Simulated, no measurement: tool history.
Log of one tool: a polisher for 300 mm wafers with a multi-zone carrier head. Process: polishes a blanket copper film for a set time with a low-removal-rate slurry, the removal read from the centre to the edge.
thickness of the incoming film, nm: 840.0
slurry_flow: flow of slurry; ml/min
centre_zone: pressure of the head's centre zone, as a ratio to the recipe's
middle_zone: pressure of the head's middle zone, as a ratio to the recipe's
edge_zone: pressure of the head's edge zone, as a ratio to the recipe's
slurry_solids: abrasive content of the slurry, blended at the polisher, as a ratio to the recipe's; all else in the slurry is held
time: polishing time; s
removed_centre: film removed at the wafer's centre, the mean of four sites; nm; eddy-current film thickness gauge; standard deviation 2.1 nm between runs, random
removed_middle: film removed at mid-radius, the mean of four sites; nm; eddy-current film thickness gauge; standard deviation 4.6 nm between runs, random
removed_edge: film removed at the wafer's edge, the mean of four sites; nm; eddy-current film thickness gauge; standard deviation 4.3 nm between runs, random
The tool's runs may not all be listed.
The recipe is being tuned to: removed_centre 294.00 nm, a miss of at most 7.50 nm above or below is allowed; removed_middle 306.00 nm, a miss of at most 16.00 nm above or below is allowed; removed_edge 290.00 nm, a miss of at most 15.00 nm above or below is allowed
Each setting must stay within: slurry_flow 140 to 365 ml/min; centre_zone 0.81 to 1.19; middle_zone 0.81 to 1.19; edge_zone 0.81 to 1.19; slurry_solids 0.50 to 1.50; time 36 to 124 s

| run | hour | slurry_flow | centre_zone | middle_zone | edge_zone | slurry_solids | time | removed_centre | removed_middle | removed_edge |
|---|---|---|---|---|---|---|---|---|---|---|
| 1 | 0.0 | 235 | 1.00 | 1.00 | 1.00 | 1.00 | 79 | 209.59 | 207.45 | 213.60 |
| 2 | 5.6 | 235 | 1.00 | 1.00 | 1.05 | 1.00 | 79 | 208.53 | 216.42 | 218.59 |
| 3 | 9.3 | 240 | 1.01 | 1.01 | 1.07 | 1.05 | 80 | 217.72 | 222.22 | 225.06 |
| 4 | 11.1 | 240 | 1.02 | 1.02 | 1.08 | 1.10 | 82 | 228.59 | 225.37 | 235.66 |
| 5 | 16.2 | 260 | 1.02 | 1.02 | 1.08 | 1.10 | 82 | 229.83 | 226.88 | 238.83 |
| 6 | 21.2 | 260 | 1.02 | 1.02 | 1.08 | 1.30 | 82 | 239.01 | 241.29 | 245.07 |
| 7 | 28.8 | 260 | 1.03 | 1.04 | 1.09 | 1.35 | 83 | 245.52 | 254.06 | 256.61 |
| 8 | 32.4 | 265 | 1.05 | 1.06 | 1.09 | 1.35 | 83 | 253.29 | 246.94 | 254.68 |

Which of these 4 next moves meets every target?
| A | 36.0 | 300 | 1.02 | 1.06 | 1.00 | 1.45 | 96 | ? | ? | ? |
| B | 36.0 | 335 | 1.03 | 0.96 | 1.19 | 1.15 | 107 | ? | ? | ? |
| C | 36.0 | 260 | 0.88 | 1.12 | 1.09 | 1.40 | 89 | ? | ? | ? |
| D | 36.0 | 330 | 1.15 | 1.09 | 1.13 | 1.40 | 95 | ? | ? | ? |

| move | removed_centre | removed_middle | removed_edge |
|---|---|---|---|
| A | 298.26 | 309.33 | 287.85 |
| B | 318.45 | 307.78 | 331.22 |
| C | 233.27 | 291.00 | 273.20 |
| D | 332.62 | 310.51 | 301.10 |
A: meets every target
B: moves the result that the last run missed by most past its target, out the other side
C: further off than the last run
D: moves the result that the last run missed by most past its target, out the other side
The right move is A.
